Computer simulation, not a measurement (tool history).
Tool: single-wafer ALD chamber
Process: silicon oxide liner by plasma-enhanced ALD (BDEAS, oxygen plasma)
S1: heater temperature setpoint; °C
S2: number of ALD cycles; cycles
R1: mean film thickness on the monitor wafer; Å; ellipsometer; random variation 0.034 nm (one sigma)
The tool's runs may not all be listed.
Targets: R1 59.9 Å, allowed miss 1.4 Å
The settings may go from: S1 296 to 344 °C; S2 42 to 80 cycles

run  hour   S1  S2      R1
  1     0  320  61  52.707
  2   5.8  314  61  52.722
  3  10.3  314  56  48.163
  4  14.6  321  56  47.613
  5    23  331  56   47.06
  6  24.2  331  62  52.559
  7  26.7  331  63   53.61
  8  27.3  331  64  54.027
  9  28.1  331  65  55.001
 10  32.4  331  66  55.476
 11  38.4  331  67   56.71
 12  45.8  331  69  58.039

Which of these 5 next moves meets every target?
  A  53.2  331  65   ?
  B  53.2  330  71   ?
  C  53.2  335  68   ?
  D  53.2  323  64   ?
  E  53.2  321  66   ?

move      R1
   A  54.737
   B  59.875
   C  56.934
   D  54.514
   E  56.378
A: further off than the last run
B: meets every target
C: further off than the last run
D: further off than the last run
E: further off than the last run
Move B is the one to make.
